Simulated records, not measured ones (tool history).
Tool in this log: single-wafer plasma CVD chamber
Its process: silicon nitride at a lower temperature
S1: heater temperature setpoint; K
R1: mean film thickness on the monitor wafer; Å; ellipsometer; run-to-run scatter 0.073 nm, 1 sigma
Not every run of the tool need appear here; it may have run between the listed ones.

run 1 hour=0 | S1=648.15 chamber_pressure_(mTorr)=2040 RF_power_(W)=380 deposition_time_(s)=10 | R1=151.23
run 2 hour=6.8 | S1=648.15 chamber_pressure_(mTorr)=2040 RF_power_(W)=355 deposition_time_(s)=10 | R1=145.28
run 3 hour=12.5 | S1=648.15 chamber_pressure_(mTorr)=2040 RF_power_(W)=315 deposition_time_(s)=10 | R1=132.31
run 4 hour=13.6 | S1=648.15 chamber_pressure_(mTorr)=1970 RF_power_(W)=315 deposition_time_(s)=10 | R1=130.07
run 5 hour=19.6 | S1=648.15 chamber_pressure_(mTorr)=1920 RF_power_(W)=315 deposition_time_(s)=10 | R1=129.16
-- hour=27 capacitance manometer re-zeroed and calibrated
run 6 hour=27 | S1=658.15 chamber_pressure_(mTorr)=1920 RF_power_(W)=315 deposition_time_(s)=10 | R1=126.89
run 7 hour=28.6 | S1=658.15 chamber_pressure_(mTorr)=1890 RF_power_(W)=315 deposition_time_(s)=10 | R1=123.84

The next listed run, before its measurement:
run 8 hour=30.1 | S1=658.15 chamber_pressure_(mTorr)=1890 RF_power_(W)=315 deposition_time_(s)=10 | R1=?

{"run 8": {"R1": 125.86}}

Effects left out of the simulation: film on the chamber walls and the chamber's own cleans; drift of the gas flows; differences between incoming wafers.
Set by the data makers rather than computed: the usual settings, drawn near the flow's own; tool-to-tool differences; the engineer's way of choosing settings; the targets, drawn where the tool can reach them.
